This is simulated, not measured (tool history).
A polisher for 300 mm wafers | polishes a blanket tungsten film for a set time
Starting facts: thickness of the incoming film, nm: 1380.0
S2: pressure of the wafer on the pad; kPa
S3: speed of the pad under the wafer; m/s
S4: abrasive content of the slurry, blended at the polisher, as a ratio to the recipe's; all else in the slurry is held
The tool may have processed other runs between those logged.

run 1 hour=0.0 | flow_of_slurry_(ml/min)=220 S2=29.6 S3=0.88 S4=1.0 polishing_time_(s)=43 | film_removed_(Å)=2268.3
run 2 hour=1.7 | flow_of_slurry_(ml/min)=215 S2=26.2 S3=0.88 S4=1.0 polishing_time_(s)=43 | film_removed_(Å)=2005.4
run 3 hour=5.8 | flow_of_slurry_(ml/min)=215 S2=33.1 S3=0.88 S4=1.0 polishing_time_(s)=43 | film_removed_(Å)=2500.8
run 4 hour=11.9 | flow_of_slurry_(ml/min)=215 S2=33.1 S3=0.88 S4=1.0 polishing_time_(s)=43 | film_removed_(Å)=2523.0
run 5 hour=12.8 | flow_of_slurry_(ml/min)=210 S2=28.3 S3=0.88 S4=1.0 polishing_time_(s)=43 | film_removed_(Å)=2155.3
run 6 hour=19.4 | flow_of_slurry_(ml/min)=210 S2=24.8 S3=0.88 S4=1.0 polishing_time_(s)=43 | film_removed_(Å)=1920.2

Predict the results of run 7:
run 7 hour=20.6 | flow_of_slurry_(ml/min)=205 S2=22.8 S3=0.88 S4=1.0 polishing_time_(s)=43 | film_removed_(Å)=?

Run 7 came out at film removed (Å) 1753.9.

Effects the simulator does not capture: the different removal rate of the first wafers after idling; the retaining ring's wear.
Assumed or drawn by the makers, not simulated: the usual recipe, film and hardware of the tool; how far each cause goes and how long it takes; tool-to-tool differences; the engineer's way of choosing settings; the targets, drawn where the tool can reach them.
